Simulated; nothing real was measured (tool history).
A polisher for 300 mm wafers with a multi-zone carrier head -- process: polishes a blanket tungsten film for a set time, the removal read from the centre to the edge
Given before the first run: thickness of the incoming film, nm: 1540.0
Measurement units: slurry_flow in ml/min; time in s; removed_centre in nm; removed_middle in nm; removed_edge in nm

run,day,slurry_flow,centre_zone,middle_zone,edge_zone,slurry_solids,time,removed_centre,removed_middle,removed_edge
1,0,245,1,1,1,1,54,363.72,355.16,349.33
2,0.096,230,0.96,0.94,0.97,0.85,53,325.05,305.17,326.18
3,0.346,225,0.93,0.93,0.93,0.75,52,296.2,296.99,302.48
4,0.617,225,0.93,0.99,0.93,0.75,52,297.26,318.84,307.39
5,0.817,215,0.91,0.94,0.91,0.7,52,285.98,296.69,299.84
6,1.058,215,0.91,1,0.91,0.7,52,283.64,313.34,297.53
7,1.371,200,0.9,0.94,0.89,0.65,52,272.23,290.71,286.6
8,1.729,200,0.9,0.94,0.89,0.65,52,275.98,290.2,289.19
9,1.946,190,0.89,0.9,0.88,0.6,52,264.9,275.02,279.63

Predict the results of run 10:
10,2.304,180,0.89,0.87,0.89,0.6,52,?,?,?

Run 10 measured removed_centre 259.32 nm, removed_middle 261.61 nm, removed_edge 277.08 nm.

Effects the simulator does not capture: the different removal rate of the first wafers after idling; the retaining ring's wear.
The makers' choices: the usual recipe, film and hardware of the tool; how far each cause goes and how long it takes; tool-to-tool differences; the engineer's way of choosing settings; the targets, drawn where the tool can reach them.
